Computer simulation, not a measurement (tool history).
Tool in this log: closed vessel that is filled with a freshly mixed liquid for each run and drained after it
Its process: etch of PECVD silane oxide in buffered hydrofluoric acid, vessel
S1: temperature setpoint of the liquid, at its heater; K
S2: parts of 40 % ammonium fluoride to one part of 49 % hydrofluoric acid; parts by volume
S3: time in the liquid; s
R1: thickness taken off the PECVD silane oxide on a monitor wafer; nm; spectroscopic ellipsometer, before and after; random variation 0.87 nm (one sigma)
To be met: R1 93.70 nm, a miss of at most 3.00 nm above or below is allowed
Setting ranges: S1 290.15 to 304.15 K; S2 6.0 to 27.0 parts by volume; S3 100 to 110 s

| run | hour | S1 | S2 | S3 | R1 |
|---|---|---|---|---|---|
| 1 | 0.0 | 296.15 | 16.5 | 100 | 140.09 |
| 2 | 6.8 | 296.15 | 16.5 | 110 | 151.79 |
| 3 | 10.4 | 295.15 | 17.0 | 110 | 141.20 |
| 4 | 12.5 | 294.15 | 17.5 | 110 | 128.41 |
| 5 | 15.6 | 294.15 | 20.5 | 110 | 110.41 |
| 6 | 24.1 | 293.65 | 20.5 | 110 | 108.68 |
| 7 | 31.5 | 293.15 | 20.5 | 110 | 105.05 |
| 8 | 38.1 | 293.15 | 20.5 | 110 | 106.00 |
|  | 44.7 | thermometer replaced |
| 9 | 44.7 | 292.65 | 20.5 | 110 | 116.31 |
| 10 | 49.4 | 293.65 | 21.0 | 110 | 118.70 |
| 11 | 52.8 | 293.15 | 21.0 | 110 | 117.09 |

Exactly one of the 4 candidate moves below puts every result within its allowed miss. Which one?
| A | 56.2 | 291.65 | 23.0 | 110 | ? |
| B | 56.2 | 290.65 | 19.0 | 100 | ? |
| C | 56.2 | 292.15 | 23.0 | 100 | ? |
| D | 56.2 | 290.15 | 20.5 | 110 | ? |

| move | R1 |
|---|---|
| A | 100.70 |
| B | 100.21 |
| C | 94.18 |
| D | 100.10 |
A: better than the last run, though not everything is in spec
B: better than the last run, though not everything is in spec
C: each result inside its tolerance
D: better than the last run, though not everything is in spec
C meets every target.
